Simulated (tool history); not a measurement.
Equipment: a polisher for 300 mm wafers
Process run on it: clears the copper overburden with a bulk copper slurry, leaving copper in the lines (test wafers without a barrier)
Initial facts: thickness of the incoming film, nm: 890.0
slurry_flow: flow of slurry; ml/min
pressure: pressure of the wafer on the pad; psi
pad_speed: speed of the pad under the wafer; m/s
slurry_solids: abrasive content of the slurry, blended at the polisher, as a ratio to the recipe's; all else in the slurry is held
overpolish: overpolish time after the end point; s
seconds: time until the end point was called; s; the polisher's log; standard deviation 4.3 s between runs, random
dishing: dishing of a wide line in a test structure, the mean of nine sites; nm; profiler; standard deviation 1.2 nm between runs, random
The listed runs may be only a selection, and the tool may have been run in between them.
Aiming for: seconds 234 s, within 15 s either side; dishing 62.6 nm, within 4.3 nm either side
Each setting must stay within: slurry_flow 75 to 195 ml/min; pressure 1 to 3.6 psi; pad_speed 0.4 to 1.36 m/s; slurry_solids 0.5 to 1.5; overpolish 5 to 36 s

run	hour	slurry_flow	pressure	pad_speed	slurry_solids	overpolish	seconds	dishing
1	0	125	2.3	0.88	1	18	132.05	73.133
2	2	125	1.8	0.88	1	18	153.73	63.868
3	4.5	125	1.8	0.88	0.9	18	155.73	64.653
4	10.6	120	1.5	0.84	0.9	21	178.74	61.513
5	13.4	120	1.5	0.84	0.9	25	180.1	67.066
6	18.2	110	1.5	0.84	0.9	25	189.01	68.889
7	22.8	105	1.4	0.84	0.9	25	202.55	67.864
8	29.2	100	1.3	0.84	0.9	25	204.74	61.361
9	38.2	95	1.3	0.82	0.9	26	212.61	62.828

Which single option among these 5 for the next run brings every result within its allowed miss of target? Just one does.
A	47.2	100	1.5	0.82	0.7	25	?	?
B	47.2	80	1.2	1.04	0.85	24	?	?
C	47.2	135	1.8	0.56	0.9	27	?	?
D	47.2	90	1.8	0.78	1.05	19	?	?
E	47.2	95	1.4	1.02	0.85	21	?	?

move	seconds	dishing
A	205.35	65.117
B	192.39	65.046
C	234.78	63.397
D	184.14	58.479
E	169.63	65.519
A: misses by more than the last run did
B: misses by more than the last run did
C: every result within its allowed miss
D: misses by more than the last run did
E: misses by more than the last run did
The right move is C.
